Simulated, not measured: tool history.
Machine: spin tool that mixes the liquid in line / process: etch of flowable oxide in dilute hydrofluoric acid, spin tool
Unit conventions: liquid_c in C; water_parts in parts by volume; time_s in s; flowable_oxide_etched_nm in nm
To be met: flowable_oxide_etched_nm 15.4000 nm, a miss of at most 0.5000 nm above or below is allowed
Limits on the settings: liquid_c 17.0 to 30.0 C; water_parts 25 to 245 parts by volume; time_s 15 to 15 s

run,hour,liquid_c,water_parts,time_s,flowable_oxide_etched_nm
1,0.0,22.0,135,15,4.3933
2,7.1,23.5,135,15,4.6267
3,9.1,24.0,125,15,5.1410
4,13.5,24.5,115,15,5.8404
5,18.4,25.0,105,15,6.5044
6,20.0,25.0,105,15,6.4152
7,28.9,25.5,95,15,7.5506
8,36.2,29.5,40,15,22.4810
9,37.2,29.0,40,15,22.0570
10,43.8,28.5,40,15,21.7150
11,51.3,28.0,40,15,21.1320
12,53.9,27.5,40,15,20.8270
13,58.0,27.0,40,15,20.5350
14,58.7,26.5,40,15,19.8770
15,61.8,26.0,40,15,19.5950
16,70.5,25.5,40,15,19.0370

Which one of the following 5 next-run settings gets every result inside its allowed miss? There is exactly one.
A,79.2,28.5,60,15,?
B,79.2,24.0,50,15,?
C,79.2,26.5,55,15,?
D,79.2,26.0,50,15,?
E,79.2,26.5,35,15,?

move,flowable_oxide_etched_nm
A,14.1320
B,14.3470
C,14.3400
D,15.5670
E,23.1830
A: moves the result that the last run missed by most past its target, out the other side
B: moves the result that the last run missed by most past its target, out the other side
C: moves the result that the last run missed by most past its target, out the other side
D: in spec on every target
E: lands further from the targets than the last run did
So the answer is move D, the one that meets all the targets.
